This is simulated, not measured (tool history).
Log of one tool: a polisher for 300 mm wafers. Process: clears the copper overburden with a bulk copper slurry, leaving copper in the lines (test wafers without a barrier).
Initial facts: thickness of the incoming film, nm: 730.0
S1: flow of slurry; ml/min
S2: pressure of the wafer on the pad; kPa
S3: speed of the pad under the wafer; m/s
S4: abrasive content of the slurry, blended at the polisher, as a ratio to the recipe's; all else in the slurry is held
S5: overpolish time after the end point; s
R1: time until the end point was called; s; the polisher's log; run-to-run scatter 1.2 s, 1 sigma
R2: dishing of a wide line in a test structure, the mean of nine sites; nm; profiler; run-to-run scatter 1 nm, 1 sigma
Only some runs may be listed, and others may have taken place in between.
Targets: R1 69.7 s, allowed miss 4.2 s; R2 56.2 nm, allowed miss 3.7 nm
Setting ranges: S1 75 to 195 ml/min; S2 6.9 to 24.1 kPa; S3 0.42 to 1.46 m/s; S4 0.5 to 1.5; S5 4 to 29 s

run	hour	S1	S2	S3	S4	S5	R1	R2
1	0	125	15.2	0.94	1	15	107.36	42.37
2	8.6	125	15.2	0.94	1.15	15	101.14	41.551
3	11.9	125	15.2	0.94	1.25	15	100.74	42.826
4	19.1	150	15.2	0.94	1.25	15	95.148	45.293
5	23.7	150	15.2	0.86	1.25	15	100.88	42.34
# hour 26.7: worn pad replaced by a new one
6	26.7	150	15.2	0.64	1.25	15	107.48	41.112
7	31.2	150	16.5	0.66	1.25	15	101.14	45.038
8	34.6	155	17.9	0.68	1.25	14	91.296	45.118

Exactly one of the 5 candidate moves below puts every result within its allowed miss. Which one?
A	38	190	22.1	0.76	1.1	21	?	?
B	38	175	24.1	0.72	1.35	14	?	?
C	38	175	23.4	0.78	1.4	10	?	?
D	38	175	20.7	1.1	1.1	11	?	?
E	38	165	15.9	0.62	1.35	26	?	?

move	R1	R2
A	69.007	57.72
B	62.418	53.741
C	60.029	47.686
D	56.445	50.305
E	105.11	52.536
A: in spec on every target
B: moves the result that the last run missed by most past its target, out the other side
C: moves the result that the last run missed by most past its target, out the other side
D: moves the result that the last run missed by most past its target, out the other side
E: the biggest miss grows against the last run
A meets every target.
